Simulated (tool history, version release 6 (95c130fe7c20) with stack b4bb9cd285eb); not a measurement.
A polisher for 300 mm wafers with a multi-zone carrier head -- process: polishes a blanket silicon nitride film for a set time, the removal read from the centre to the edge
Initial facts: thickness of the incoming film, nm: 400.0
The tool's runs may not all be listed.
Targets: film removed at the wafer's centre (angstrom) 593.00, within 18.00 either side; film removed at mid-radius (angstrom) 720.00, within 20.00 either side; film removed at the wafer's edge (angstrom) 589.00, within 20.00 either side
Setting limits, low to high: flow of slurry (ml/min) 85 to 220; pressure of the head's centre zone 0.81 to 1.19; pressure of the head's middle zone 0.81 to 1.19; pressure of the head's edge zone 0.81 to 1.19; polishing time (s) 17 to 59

run,hour,flow of slurry (ml/min),pressure of the head's centre zone,pressure of the head's middle zone,pressure of the head's edge zone,polishing time (s),film removed at the wafer's centre (angstrom),film removed at mid-radius (angstrom),film removed at the wafer's edge (angstrom)
1,0.0,140,1.00,1.00,1.00,38,779.96,753.69,762.56
2,1.9,140,1.00,1.00,1.00,44,910.32,888.73,877.56
3,4.5,140,1.00,1.00,0.92,44,889.90,890.27,857.17
4,6.3,140,1.00,1.06,0.92,44,926.41,934.01,840.99
5,14.7,140,0.91,1.06,0.92,44,834.18,930.52,860.46
6,16.9,140,0.91,1.06,0.96,44,827.53,947.26,866.65
7,23.2,135,0.91,1.08,0.95,42,792.76,894.47,829.28
8,31.1,140,0.90,1.09,0.93,40,738.93,862.65,783.43
9,37.9,140,0.90,1.10,0.92,39,736.62,842.25,753.82
10,46.1,140,0.89,1.11,0.91,38,707.69,830.67,728.93
11,50.1,140,0.89,1.12,0.90,37,690.37,813.73,712.77
12,56.4,135,0.89,1.13,0.89,36,652.25,794.62,681.22

5 candidate next runs follow, results not yet known. Just one meets every target within its allowed miss. Identify it.
A,62.7,120,0.94,1.18,0.88,32,?,?,?
B,62.7,130,0.86,1.19,0.87,31,?,?,?
C,62.7,150,0.97,1.15,0.85,31,?,?,?
D,62.7,115,0.86,1.14,0.88,35,?,?,?
E,62.7,125,0.81,1.08,0.94,43,?,?,?

move,film removed at the wafer's centre (angstrom),film removed at mid-radius (angstrom),film removed at the wafer's edge (angstrom)
A,600.74,724.59,597.44
B,546.11,720.64,584.37
C,633.49,720.37,593.27
D,596.20,761.56,649.07
E,707.78,911.60,825.01
A: hits every target within its allowed miss
B: brings the result that was furthest off to its target, and leaves another outside
C: brings the result that was furthest off to its target, and leaves another outside
D: closes in on the targets versus the last run, not all within tolerance yet
E: further off than the last run
The right move is A.
